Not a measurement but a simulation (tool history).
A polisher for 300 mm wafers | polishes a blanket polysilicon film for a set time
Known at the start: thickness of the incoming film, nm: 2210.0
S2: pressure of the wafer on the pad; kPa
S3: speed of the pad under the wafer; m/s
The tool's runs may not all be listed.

Run 1, hour 0.0: flow of slurry (ml/min) 135, S2 12.4 kPa, S3 1.08 m/s, polishing time (s) 31. Result: film removed (nm) 177.48.
Run 2, hour 2.5: flow of slurry (ml/min) 135, S2 12.4 kPa, S3 1.28 m/s, polishing time (s) 31. Result: film removed (nm) 209.22.
Run 3, hour 11.3: flow of slurry (ml/min) 140, S2 12.4 kPa, S3 1.28 m/s, polishing time (s) 31. Result: film removed (nm) 208.95.
Run 4, hour 16.8: flow of slurry (ml/min) 140, S2 12.4 kPa, S3 1.28 m/s, polishing time (s) 27. Result: film removed (nm) 182.17.
Run 5, hour 20.3: flow of slurry (ml/min) 170, S2 12.4 kPa, S3 1.28 m/s, polishing time (s) 27. Result: film removed (nm) 189.18.
Run 6, hour 23.9: flow of slurry (ml/min) 170, S2 13.1 kPa, S3 1.28 m/s, polishing time (s) 27. Result: film removed (nm) 197.27.
Run 7, hour 31.6: flow of slurry (ml/min) 170, S2 13.8 kPa, S3 1.28 m/s, polishing time (s) 27. Result: film removed (nm) 207.94.

Run 8 comes next. What will it give?
Run 8, hour 32.2: flow of slurry (ml/min) 170, S2 14.5 kPa, S3 1.28 m/s, polishing time (s) 27. Result: film removed (nm) ?.

film removed (nm): 217.02
